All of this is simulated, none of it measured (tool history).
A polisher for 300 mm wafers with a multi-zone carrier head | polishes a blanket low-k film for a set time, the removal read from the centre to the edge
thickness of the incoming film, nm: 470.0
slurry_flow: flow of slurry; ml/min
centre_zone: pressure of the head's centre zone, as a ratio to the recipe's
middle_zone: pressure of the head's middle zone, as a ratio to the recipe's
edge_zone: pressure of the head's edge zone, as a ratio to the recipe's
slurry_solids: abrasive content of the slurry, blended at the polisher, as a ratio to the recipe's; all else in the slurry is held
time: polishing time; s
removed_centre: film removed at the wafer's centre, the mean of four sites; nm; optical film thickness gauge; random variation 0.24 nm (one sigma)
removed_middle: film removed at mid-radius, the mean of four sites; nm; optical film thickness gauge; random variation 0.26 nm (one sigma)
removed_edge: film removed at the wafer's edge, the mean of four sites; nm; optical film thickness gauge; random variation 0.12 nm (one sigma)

run,hour,slurry_flow,centre_zone,middle_zone,edge_zone,slurry_solids,time,removed_centre,removed_middle,removed_edge
1,0,120,1,1,1,1,64,24.366,23.537,23.738
2,5.7,115,1,1.01,0.95,0.85,63,20.602,20.73,20.22
3,13.5,115,1,1.01,0.95,0.85,71,23.833,23.614,22.684
4,18.7,115,1,1.01,0.95,0.85,84,27.845,27.383,26.838
5,19.3,115,0.96,1.01,0.95,0.85,84,25.918,27.395,27.064
6,20.2,115,0.96,1.01,0.95,0.85,75,23.858,24.987,24.481
7,24.2,105,0.98,1,0.9,0.75,74,21.085,21.262,20.689
8,28.7,95,0.99,1.01,0.87,0.7,74,19.751,20.212,18.908
9,30.7,90,1,1,0.85,0.7,74,19.723,19.335,18.694
10,39.3,90,1.02,1.05,0.81,0.5,72,12.802,13.105,11.625
11,40.8,120,1,1.01,0.82,0.55,72,15.118,15.697,13.888

Forecast run 12:
12,46.6,130,1,0.98,0.82,0.55,72,?,?,?

removed_centre: 15.691 nm
removed_middle: 15.183 nm
removed_edge: 14.24 nm
